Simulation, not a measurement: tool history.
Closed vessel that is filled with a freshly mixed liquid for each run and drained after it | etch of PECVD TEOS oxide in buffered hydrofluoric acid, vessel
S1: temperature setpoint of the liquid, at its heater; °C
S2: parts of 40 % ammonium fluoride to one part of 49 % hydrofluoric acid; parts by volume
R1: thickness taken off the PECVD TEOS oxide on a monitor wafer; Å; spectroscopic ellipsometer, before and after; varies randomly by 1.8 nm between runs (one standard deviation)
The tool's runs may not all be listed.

run 1 hour=0 | S1=22 S2=17 time_in_the_liquid_(s)=95 | R1=1186
run 2 hour=1.5 | S1=18.5 S2=17 time_in_the_liquid_(s)=95 | R1=976.09
run 3 hour=3.9 | S1=20.5 S2=17 time_in_the_liquid_(s)=95 | R1=1091.4
run 4 hour=9.9 | S1=20.5 S2=14 time_in_the_liquid_(s)=95 | R1=1335.1
run 5 hour=13.5 | S1=22 S2=14 time_in_the_liquid_(s)=95 | R1=1462.3
run 6 hour=19.9 | S1=23.5 S2=14 time_in_the_liquid_(s)=95 | R1=1552.8
run 7 hour=21.2 | S1=24.5 S2=14 time_in_the_liquid_(s)=95 | R1=1665
run 8 hour=28.6 | S1=25.5 S2=14 time_in_the_liquid_(s)=95 | R1=1746.1
run 9 hour=36.9 | S1=26 S2=14 time_in_the_liquid_(s)=95 | R1=1797.5

Run 10 is up next; what results do you expect?
run 10 hour=40.6 | S1=26.5 S2=14 time_in_the_liquid_(s)=95 | R1=?

R1: 1856.3 Å

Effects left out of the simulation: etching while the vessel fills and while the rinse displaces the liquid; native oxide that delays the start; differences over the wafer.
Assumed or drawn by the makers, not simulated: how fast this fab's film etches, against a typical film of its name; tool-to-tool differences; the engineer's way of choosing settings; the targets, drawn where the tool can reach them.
